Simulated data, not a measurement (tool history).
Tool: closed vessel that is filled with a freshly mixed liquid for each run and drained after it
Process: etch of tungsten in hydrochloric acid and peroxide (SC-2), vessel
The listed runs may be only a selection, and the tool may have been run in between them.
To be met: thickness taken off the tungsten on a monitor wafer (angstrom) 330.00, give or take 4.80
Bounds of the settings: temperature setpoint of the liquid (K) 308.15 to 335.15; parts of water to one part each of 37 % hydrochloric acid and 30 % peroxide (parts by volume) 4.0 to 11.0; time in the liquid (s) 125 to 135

run  hour  temperature setpoint of the liquid (K)  parts of water to one part each of 37 % hydrochloric acid and 30 % peroxide (parts by volume)  time in the liquid (s)  thickness taken off the tungsten on a monitor wafer (angstrom)
  1   0.0                                  319.15                                                                                            6.0                     125                                                          540.72
  2   2.1                                  319.15                                                                                            8.0                     125                                                          434.39
  3   9.8                                  314.65                                                                                            8.0                     125                                                          317.20
  4  14.3                                  314.65                                                                                            6.0                     125                                                          398.63
  5  20.7                                  314.15                                                                                            6.0                     125                                                          382.77
  6  25.0                                  314.15                                                                                            4.5                     125                                                          467.33
  7  25.9                                  308.15                                                                                            4.5                     125                                                          306.89
  8  34.3                                  308.65                                                                                            4.5                     125                                                          319.78

Which one of the following 5 next-run settings gets every result inside its allowed miss? There is exactly one.
  A  42.7                                  310.65                                                                                            5.0                     125                                                               ?
  B  42.7                                  311.65                                                                                            5.5                     125                                                               ?
  C  42.7                                  312.65                                                                                            6.5                     130                                                               ?
  D  42.7                                  308.15                                                                                            4.0                     125                                                               ?
  E  42.7                                  311.65                                                                                            6.0                     125                                                               ?

move  thickness taken off the tungsten on a monitor wafer (angstrom)
   A                                                          341.89
   B                                                          342.89
   C                                                          337.96
   D                                                          332.55
   E                                                          321.46
A: moves the result that the last run missed by most past its target, out the other side
B: moves the result that the last run missed by most past its target, out the other side
C: moves the result that the last run missed by most past its target, out the other side
D: all results in spec
E: gains on the last run, yet a result remains outside its allowed miss
D is the move that brings every result within its allowed miss.
